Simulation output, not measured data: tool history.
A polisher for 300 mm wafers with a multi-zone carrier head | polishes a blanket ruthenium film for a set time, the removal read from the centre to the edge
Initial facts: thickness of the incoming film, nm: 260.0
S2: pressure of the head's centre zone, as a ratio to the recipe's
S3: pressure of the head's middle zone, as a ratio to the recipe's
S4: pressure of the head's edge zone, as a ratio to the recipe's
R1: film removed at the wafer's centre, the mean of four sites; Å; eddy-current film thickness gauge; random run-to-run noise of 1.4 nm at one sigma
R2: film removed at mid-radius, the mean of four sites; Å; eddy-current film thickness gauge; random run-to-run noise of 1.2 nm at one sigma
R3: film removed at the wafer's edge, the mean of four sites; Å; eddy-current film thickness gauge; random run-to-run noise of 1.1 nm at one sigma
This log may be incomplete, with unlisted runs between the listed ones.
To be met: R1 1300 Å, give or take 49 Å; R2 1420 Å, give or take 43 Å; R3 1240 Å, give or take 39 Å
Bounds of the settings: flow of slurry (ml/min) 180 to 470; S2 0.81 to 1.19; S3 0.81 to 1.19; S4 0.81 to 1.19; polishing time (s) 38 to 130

Run 1, day 0: flow of slurry (ml/min) 300, S2 1, S3 1, S4 1, polishing time (s) 84. Result: R1 971.96 Å, R2 970.61 Å, R3 981.3 Å.
Run 2, day 0.162: flow of slurry (ml/min) 300, S2 1, S3 1.04, S4 1, polishing time (s) 84. Result: R1 964.8 Å, R2 993.18 Å, R3 981.59 Å.
Run 3, day 0.438: flow of slurry (ml/min) 300, S2 1, S3 1.11, S4 1, polishing time (s) 84. Result: R1 971.68 Å, R2 1051.9 Å, R3 962.66 Å.
Run 4, day 0.538: flow of slurry (ml/min) 300, S2 1, S3 1.11, S4 1, polishing time (s) 100. Result: R1 1151.1 Å, R2 1272.9 Å, R3 1153.1 Å.
Run 5, day 0.65: flow of slurry (ml/min) 300, S2 1, S3 1.03, S4 1, polishing time (s) 100. Result: R1 1179.5 Å, R2 1167.8 Å, R3 1163.1 Å.
Run 6, day 0.933: flow of slurry (ml/min) 300, S2 1, S3 1.1, S4 1, polishing time (s) 100. Result: R1 1155.6 Å, R2 1226.9 Å, R3 1162.4 Å.
Run 7, day 1.1: flow of slurry (ml/min) 315, S2 1.01, S3 1.12, S4 1, polishing time (s) 101. Result: R1 1162.8 Å, R2 1278 Å, R3 1185.7 Å.
Run 8, day 1.292: flow of slurry (ml/min) 310, S2 1.03, S3 1.14, S4 0.99, polishing time (s) 102. Result: R1 1197.3 Å, R2 1301.4 Å, R3 1178.7 Å.
Run 9, day 1.45: flow of slurry (ml/min) 310, S2 1.04, S3 1.15, S4 0.99, polishing time (s) 103. Result: R1 1220.1 Å, R2 1311.9 Å, R3 1178.4 Å.

Which single option among these 5 for the next run brings every result within its allowed miss of target? Just one does.
Run A, day 1.608: flow of slurry (ml/min) 420, S2 0.98, S3 1.11, S4 0.98, polishing time (s) 112. Result: R1 ?, R2 ?, R3 ?.
Run B, day 1.608: flow of slurry (ml/min) 280, S2 1.09, S3 1.19, S4 1.01, polishing time (s) 107. Result: R1 ?, R2 ?, R3 ?.
Run C, day 1.608: flow of slurry (ml/min) 330, S2 1.03, S3 1.18, S4 1.03, polishing time (s) 95. Result: R1 ?, R2 ?, R3 ?.
Run D, day 1.608: flow of slurry (ml/min) 330, S2 1.04, S3 1.03, S4 1.05, polishing time (s) 99. Result: R1 ?, R2 ?, R3 ?.
Run E, day 1.608: flow of slurry (ml/min) 285, S2 1.19, S3 1.18, S4 0.95, polishing time (s) 110. Result: R1 ?, R2 ?, R3 ?.

move      R1      R2      R3
   A  1333.1  1432.8  1309.5
   B  1327.3  1403.8  1232.5
   C  1149.2  1255.6  1114.1
   D  1204.7  1170.2  1171.2
   E  1457.7    1435  1242.2
A: puts the biggest miss on target and leaves a different result outside tolerance
B: all results land within tolerance of their targets
C: lands further from the targets than the last run did
D: lands further from the targets than the last run did
E: puts the biggest miss on target and leaves a different result outside tolerance
Go with B: it meets all targets.
